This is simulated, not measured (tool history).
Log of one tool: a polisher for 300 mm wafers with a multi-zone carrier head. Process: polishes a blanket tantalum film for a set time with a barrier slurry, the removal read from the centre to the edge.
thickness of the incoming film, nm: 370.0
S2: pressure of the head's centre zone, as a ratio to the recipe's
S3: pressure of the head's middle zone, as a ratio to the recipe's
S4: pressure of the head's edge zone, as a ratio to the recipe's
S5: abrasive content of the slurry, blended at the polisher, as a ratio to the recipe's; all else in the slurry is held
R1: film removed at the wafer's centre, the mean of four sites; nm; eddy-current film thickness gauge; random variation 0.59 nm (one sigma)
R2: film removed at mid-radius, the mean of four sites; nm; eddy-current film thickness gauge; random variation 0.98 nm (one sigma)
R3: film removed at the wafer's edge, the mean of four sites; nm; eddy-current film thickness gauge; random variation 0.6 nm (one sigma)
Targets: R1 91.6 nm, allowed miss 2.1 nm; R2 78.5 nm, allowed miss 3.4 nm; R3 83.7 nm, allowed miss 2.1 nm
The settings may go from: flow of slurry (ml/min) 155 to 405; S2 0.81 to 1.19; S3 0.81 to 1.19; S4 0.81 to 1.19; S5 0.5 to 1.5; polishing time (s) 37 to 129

Run 1, hour 0: flow of slurry (ml/min) 260, S2 1, S3 1, S4 1, S5 1, polishing time (s) 83. Result: R1 86.977 nm, R2 93.003 nm, R3 91.054 nm.
Run 2, hour 3.9: flow of slurry (ml/min) 260, S2 1, S3 1, S4 0.96, S5 1, polishing time (s) 83. Result: R1 87.361 nm, R2 92.746 nm, R3 90.645 nm.
Run 3, hour 5.2: flow of slurry (ml/min) 260, S2 1, S3 0.93, S4 0.96, S5 1, polishing time (s) 83. Result: R1 87.877 nm, R2 86.056 nm, R3 89.646 nm.
Run 4, hour 8.7: flow of slurry (ml/min) 260, S2 1.01, S3 0.92, S4 0.94, S5 1, polishing time (s) 83. Result: R1 88.186 nm, R2 86.153 nm, R3 90.168 nm.
Run 5, hour 15.4: flow of slurry (ml/min) 260, S2 1.01, S3 0.92, S4 0.94, S5 1, polishing time (s) 103. Result: R1 108.59 nm, R2 109.1 nm, R3 111.13 nm.
Run 6, hour 21.5: flow of slurry (ml/min) 260, S2 1.01, S3 0.92, S4 0.94, S5 1.1, polishing time (s) 103. Result: R1 112.24 nm, R2 108.77 nm, R3 113.41 nm.
Run 7, hour 28.8: flow of slurry (ml/min) 260, S2 1.03, S3 0.91, S4 0.94, S5 1, polishing time (s) 100. Result: R1 108.93 nm, R2 100.88 nm, R3 107.57 nm.
Run 8, hour 32.9: flow of slurry (ml/min) 255, S2 1.05, S3 0.88, S4 0.84, S5 0.75, polishing time (s) 91. Result: R1 93.073 nm, R2 85.787 nm, R3 86.372 nm.
Run 9, hour 41.5: flow of slurry (ml/min) 250, S2 1.05, S3 0.87, S4 0.84, S5 0.75, polishing time (s) 91. Result: R1 92.047 nm, R2 83.75 nm, R3 85.845 nm.
Run 10, hour 43.9: flow of slurry (ml/min) 245, S2 1.05, S3 0.86, S4 0.84, S5 0.75, polishing time (s) 91. Result: R1 92.694 nm, R2 81.095 nm, R3 86.628 nm.

5 next moves are on the table. One of them brings every result within its allowed miss. Which?
Run A, hour 46.3: flow of slurry (ml/min) 340, S2 0.96, S3 0.81, S4 0.84, S5 0.7, polishing time (s) 93. Result: R1 ?, R2 ?, R3 ?.
Run B, hour 46.3: flow of slurry (ml/min) 245, S2 1.01, S3 0.82, S4 0.87, S5 0.8, polishing time (s) 94. Result: R1 ?, R2 ?, R3 ?.
Run C, hour 46.3: flow of slurry (ml/min) 235, S2 1.13, S3 0.92, S4 0.94, S5 0.8, polishing time (s) 83. Result: R1 ?, R2 ?, R3 ?.
Run D, hour 46.3: flow of slurry (ml/min) 220, S2 1.1, S3 0.88, S4 0.86, S5 0.75, polishing time (s) 94. Result: R1 ?, R2 ?, R3 ?.
Run E, hour 46.3: flow of slurry (ml/min) 275, S2 1.13, S3 0.86, S4 0.98, S5 0.7, polishing time (s) 88. Result: R1 ?, R2 ?, R3 ?.

move      R1      R2      R3
   A  90.092  81.639  88.416
   B  93.452  81.766  90.385
   C  91.572   78.65  82.081
   D  97.592  83.204  86.876
   E  96.864  78.412    87.6
A: further off than the last run
B: further off than the last run
C: meets every target
D: further off than the last run
E: further off than the last run
Move C is the one to make.
